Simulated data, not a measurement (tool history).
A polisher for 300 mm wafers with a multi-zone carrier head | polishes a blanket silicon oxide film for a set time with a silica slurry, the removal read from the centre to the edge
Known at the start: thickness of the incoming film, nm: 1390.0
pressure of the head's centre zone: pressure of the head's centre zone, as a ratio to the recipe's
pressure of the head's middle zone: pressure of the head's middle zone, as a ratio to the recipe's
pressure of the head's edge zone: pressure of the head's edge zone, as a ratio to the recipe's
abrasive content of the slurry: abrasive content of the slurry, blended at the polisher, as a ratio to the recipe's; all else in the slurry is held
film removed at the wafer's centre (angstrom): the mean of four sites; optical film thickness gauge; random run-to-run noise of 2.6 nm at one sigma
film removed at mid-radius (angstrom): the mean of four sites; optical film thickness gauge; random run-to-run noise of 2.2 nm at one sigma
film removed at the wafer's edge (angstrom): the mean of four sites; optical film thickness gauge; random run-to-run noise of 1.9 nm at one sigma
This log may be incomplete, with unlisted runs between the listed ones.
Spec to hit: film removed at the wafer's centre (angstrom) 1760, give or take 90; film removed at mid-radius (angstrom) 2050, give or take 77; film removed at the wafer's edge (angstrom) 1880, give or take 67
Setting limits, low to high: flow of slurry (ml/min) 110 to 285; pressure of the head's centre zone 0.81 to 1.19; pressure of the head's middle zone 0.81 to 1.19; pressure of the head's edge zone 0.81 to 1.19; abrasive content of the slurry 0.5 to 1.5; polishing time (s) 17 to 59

| run | hour | flow of slurry (ml/min) | pressure of the head's centre zone | pressure of the head's middle zone | pressure of the head's edge zone | abrasive content of the slurry | polishing time (s) | film removed at the wafer's centre (angstrom) | film removed at mid-radius (angstrom) | film removed at the wafer's edge (angstrom) |
|---|---|---|---|---|---|---|---|---|---|---|
| 1 | 0 | 180 | 1 | 1 | 1 | 1 | 38 | 1017.2 | 1109.2 | 1063.1 |
| 2 | 1.7 | 180 | 1.06 | 1 | 1 | 1 | 38 | 1050.1 | 1100.8 | 1066.9 |
| 3 | 6.2 | 180 | 1.06 | 1 | 0.94 | 1 | 38 | 1056.1 | 1088.1 | 1063.2 |
| 4 | 13.6 | 185 | 1.04 | 1.01 | 0.95 | 1.1 | 41 | 1203.8 | 1257.8 | 1213.4 |
| 5 | 15.1 | 185 | 1.04 | 1.08 | 0.95 | 1.1 | 41 | 1201 | 1339.4 | 1199.9 |
| 6 | 19.1 | 190 | 1.02 | 1.08 | 0.97 | 1.2 | 43 | 1294.2 | 1485.7 | 1322.6 |
| 7 | 25.5 | 195 | 1.01 | 1.07 | 0.98 | 1.25 | 45 | 1405.1 | 1570.7 | 1429.2 |
| 8 | 32.6 | 195 | 1 | 1.07 | 0.99 | 1.3 | 46 | 1435 | 1652.4 | 1511.4 |
| 9 | 39.9 | 195 | 1 | 1.07 | 1 | 1.35 | 47 | 1515.9 | 1705.3 | 1543.1 |
| 10 | 41.8 | 205 | 0.99 | 1.07 | 1.01 | 1.4 | 48 | 1556.3 | 1762.3 | 1620.8 |
| 11 | 45.8 | 205 | 0.99 | 1.07 | 1.02 | 1.4 | 49 | 1627.3 | 1821.3 | 1699.8 |
| 12 | 52.9 | 210 | 0.99 | 1.08 | 1.03 | 1.4 | 49 | 1586.9 | 1848 | 1673.6 |
| 13 | 56.8 | 210 | 0.99 | 1.08 | 1.03 | 1.4 | 50 | 1643.1 | 1845.1 | 1732.9 |

Which of these 5 next moves meets every target?
| A | 60.7 | 200 | 1 | 1.01 | 1.11 | 1.25 | 53 | ? | ? | ? |
| B | 60.7 | 215 | 1.06 | 1.01 | 1.08 | 1.35 | 48 | ? | ? | ? |
| C | 60.7 | 240 | 1.05 | 1.12 | 0.89 | 1.15 | 52 | ? | ? | ? |
| D | 60.7 | 165 | 0.96 | 1.07 | 0.98 | 1.4 | 57 | ? | ? | ? |
| E | 60.7 | 240 | 1.01 | 0.96 | 1.09 | 1.35 | 54 | ? | ? | ? |

| move | film removed at the wafer's centre (angstrom) | film removed at mid-radius (angstrom) | film removed at the wafer's edge (angstrom) |
|---|---|---|---|
| A | 1669.3 | 1775.4 | 1787.9 |
| B | 1656.1 | 1681.9 | 1666.8 |
| C | 1672.5 | 1865.1 | 1535.1 |
| D | 1778.9 | 2056.1 | 1865.3 |
| E | 1820.6 | 1837.2 | 1903.8 |
A: lands further from the targets than the last run did
B: lands further from the targets than the last run did
C: lands further from the targets than the last run did
D: every result within its allowed miss
E: just as far off the targets as the last run
The right move is D.

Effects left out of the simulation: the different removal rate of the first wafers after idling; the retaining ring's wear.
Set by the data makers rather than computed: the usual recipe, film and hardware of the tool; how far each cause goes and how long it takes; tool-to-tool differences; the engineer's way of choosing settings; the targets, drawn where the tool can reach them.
